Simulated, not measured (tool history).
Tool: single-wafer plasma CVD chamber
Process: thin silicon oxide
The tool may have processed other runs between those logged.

run	day	heater temperature setpoint (°C)	chamber pressure (mTorr)	RF power (W)	deposition time (s)	mean film thickness on the monitor wafer (angstrom)
1	0.000	410	801	250	3.21	51.505
2	0.275	410	801	250	3.06	48.936
3	0.358	410	878	250	3.06	52.888
4	0.508	419	878	250	3.06	52.320
5	0.800	419	823	250	3.06	49.945
6	1.146	419	858	250	3.06	51.471
7	1.279	419	888	250	3.06	53.336
8	1.529	419	912	250	3.06	54.431
9	1.838	419	934	250	3.06	55.386
10	2.200	419	954	250	3.06	55.900

What will run 11 give?
11	2.333	419	974	250	3.06	?

For run 11 the tool returned mean film thickness on the monitor wafer (angstrom) 57.304.

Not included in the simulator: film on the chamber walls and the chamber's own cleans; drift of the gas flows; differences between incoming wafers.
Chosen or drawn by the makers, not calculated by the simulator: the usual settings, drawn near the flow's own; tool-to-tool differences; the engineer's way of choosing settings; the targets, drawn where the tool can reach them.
